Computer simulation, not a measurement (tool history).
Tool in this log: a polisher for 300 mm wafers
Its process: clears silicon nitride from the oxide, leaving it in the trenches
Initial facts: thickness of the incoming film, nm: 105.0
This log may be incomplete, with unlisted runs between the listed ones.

run,day,flow of slurry (ml/min),pressure of the wafer on the pad (psi),speed of the pad under the wafer (cm/s),overpolish time after the end point (s),time until the end point was called (s)
1,0.000,295,2.3,114,4,123.470
2,0.150,295,2.3,132,4,108.420
3,0.417,295,2.5,132,4,99.004
4,0.758,295,2.5,116,4,112.290
5,1.108,295,2.5,100,4,128.540
6,1.388,295,2.1,100,4,150.750
7,1.650,295,2.1,100,4,152.120
8,1.792,295,2.4,104,4,129.570
9,2.117,295,2.6,108,4,115.600
10,2.408,295,2.8,110,4,105.930
11,2.571,295,3.0,112,4,96.861

Run 12, settings as shown, results not yet in. Your forecast:
12,2.646,295,3.1,114,4,?

Run 12 gave time until the end point was called (s) 93.394.

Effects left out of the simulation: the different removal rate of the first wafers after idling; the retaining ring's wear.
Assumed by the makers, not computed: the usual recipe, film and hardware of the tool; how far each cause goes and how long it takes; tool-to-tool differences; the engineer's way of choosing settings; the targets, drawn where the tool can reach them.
